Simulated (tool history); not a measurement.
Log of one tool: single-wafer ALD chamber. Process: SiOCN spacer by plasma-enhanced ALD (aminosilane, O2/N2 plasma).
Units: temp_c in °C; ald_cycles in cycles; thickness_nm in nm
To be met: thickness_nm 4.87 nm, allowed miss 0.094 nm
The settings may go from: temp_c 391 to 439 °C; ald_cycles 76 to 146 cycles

run	hour	temp_c	ald_cycles	thickness_nm
1	0	415	111	5.851
2	1.5	417	108	5.6353
3	4.2	419	106	5.4933
4	5.3	419	113	5.9088
5	14.4	419	98	5.0655
6	19.7	420	98	5.111
7	21.9	421	97	5.0013
8	26.5	422	97	5.0427

Which of these 4 next moves meets every target?
A	31.1	416	88	?
B	31.1	421	98	?
C	31.1	420	93	?
D	31.1	421	97	?

move	thickness_nm
A	4.6556
B	5.09
C	4.8482
D	5.038
A: takes the result that was furthest off past its target
B: further off than the last run
C: meets every target
D: as far off as the last run
The right move is C.
